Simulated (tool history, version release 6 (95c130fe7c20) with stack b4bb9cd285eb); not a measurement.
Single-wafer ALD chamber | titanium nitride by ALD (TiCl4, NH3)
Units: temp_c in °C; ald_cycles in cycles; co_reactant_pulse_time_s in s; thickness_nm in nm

run	hour	temp_c	ald_cycles	co_reactant_pulse_time_s	thickness_nm
1	0	390	106	1.67	2.3759
2	5.1	396	106	1.67	2.3816
3	9.4	396	110	1.67	2.4758
4	14	391	109	1.49	2.421
5	21.9	391	110	1.49	2.4365
6	29.6	387	109	1.34	2.3778
7	35	387	109	1.34	2.3816
8	41.6	384	108	1.21	2.3201
9	49.9	383	108	1.11	2.2894
10	51.6	374	106	0.63	1.6567
11	57.3	374	106	0.63	1.6492
12	58.3	379	106	0.63	1.7044
13	64.4	383	107	0.68	1.9043
14	71.6	394	107	0.68	1.9883
15	73.8	396	107	0.68	2.0096
16	78.7	408	110	1.06	2.4018
17	80.6	404	110	1.06	2.3966
18	83.3	401	110	1.06	2.3846
19	91.5	398	110	1.06	2.3737
20	100.7	395	110	1.06	2.3595
21	108.2	392	110	1.06	2.3438

Forecast run 22:
22	115.5	380	106	0.6	?

Run 22 gave thickness_nm 1.568 nm.
